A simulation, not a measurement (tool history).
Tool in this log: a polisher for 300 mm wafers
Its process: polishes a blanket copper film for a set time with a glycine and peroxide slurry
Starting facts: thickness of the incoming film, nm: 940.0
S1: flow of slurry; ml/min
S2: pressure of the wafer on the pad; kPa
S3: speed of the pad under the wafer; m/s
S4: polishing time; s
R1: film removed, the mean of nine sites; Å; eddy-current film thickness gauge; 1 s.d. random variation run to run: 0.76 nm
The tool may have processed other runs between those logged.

run,hour,S1,S2,S3,S4,R1
1,0,220,13.1,0.8,45,1397.3
2,6.6,220,13.1,0.8,47,1462.3
3,13.8,215,11.7,0.8,47,1378.3
4,15.2,215,10.3,0.8,47,1293.4
5,22.6,215,10.3,0.8,47,1295.1
6,28.4,210,9,0.78,47,1187.7
7,33.9,205,8.3,0.78,47,1130.3

Run 8 has not been measured yet. What should we expect?
8,36.3,195,7.6,0.78,47,?

{"run 8": {"R1": 1097.5}}
